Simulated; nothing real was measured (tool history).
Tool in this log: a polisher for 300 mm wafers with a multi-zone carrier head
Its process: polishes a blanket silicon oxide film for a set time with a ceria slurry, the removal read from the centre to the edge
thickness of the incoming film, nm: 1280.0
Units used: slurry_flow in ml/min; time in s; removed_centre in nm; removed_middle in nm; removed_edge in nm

Run 1, hour 0.0: slurry_flow 160 ml/min, centre_zone 1.00, middle_zone 1.00, edge_zone 1.00, time 64 s. Result: removed_centre 467.14 nm, removed_middle 460.65 nm, removed_edge 468.94 nm.
Run 2, hour 6.6: slurry_flow 150 ml/min, centre_zone 0.96, middle_zone 1.00, edge_zone 1.00, time 64 s. Result: removed_centre 428.64 nm, removed_middle 452.63 nm, removed_edge 441.56 nm.
Run 3, hour 11.9: slurry_flow 150 ml/min, centre_zone 0.96, middle_zone 1.00, edge_zone 0.94, time 64 s. Result: removed_centre 436.19 nm, removed_middle 447.88 nm, removed_edge 427.49 nm.
Run 4, hour 16.1: slurry_flow 150 ml/min, centre_zone 0.96, middle_zone 1.00, edge_zone 0.94, time 78 s. Result: removed_centre 530.00 nm, removed_middle 546.91 nm, removed_edge 530.86 nm.
Run 5, hour 23.2: slurry_flow 135 ml/min, centre_zone 0.92, middle_zone 0.97, edge_zone 0.95, time 76 s. Result: removed_centre 483.78 nm, removed_middle 515.14 nm, removed_edge 507.25 nm.
Run 6, hour 26.4: slurry_flow 135 ml/min, centre_zone 1.00, middle_zone 0.97, edge_zone 0.95, time 76 s. Result: removed_centre 525.94 nm, removed_middle 517.11 nm, removed_edge 516.25 nm.
Run 7, hour 29.7: slurry_flow 125 ml/min, centre_zone 0.95, middle_zone 0.96, edge_zone 0.96, time 74 s. Result: removed_centre 468.77 nm, removed_middle 484.18 nm, removed_edge 493.43 nm.
Run 8, hour 30.9: slurry_flow 120 ml/min, centre_zone 0.91, middle_zone 0.95, edge_zone 0.96, time 73 s. Result: removed_centre 436.36 nm, removed_middle 481.92 nm, removed_edge 488.53 nm.
Run 9, hour 33.0: slurry_flow 120 ml/min, centre_zone 0.91, middle_zone 0.95, edge_zone 0.96, time 73 s. Result: removed_centre 440.55 nm, removed_middle 477.32 nm, removed_edge 483.73 nm.
Run 10, hour 38.7: slurry_flow 105 ml/min, centre_zone 0.81, middle_zone 0.93, edge_zone 0.91, time 69 s. Result: removed_centre 355.04 nm, removed_middle 421.45 nm, removed_edge 436.47 nm.
Run 11, hour 39.4: slurry_flow 135 ml/min, centre_zone 0.83, middle_zone 0.94, edge_zone 0.91, time 69 s. Result: removed_centre 395.19 nm, removed_middle 461.27 nm, removed_edge 459.94 nm.

Run 12 comes next. What will it give?
Run 12, hour 43.3: slurry_flow 130 ml/min, centre_zone 0.83, middle_zone 0.94, edge_zone 0.91, time 69 s. Result: removed_centre ?, removed_middle ?, removed_edge ?.

{"run 12": {"removed_centre": 396.56, "removed_middle": 456.77, "removed_edge": 442.67}}
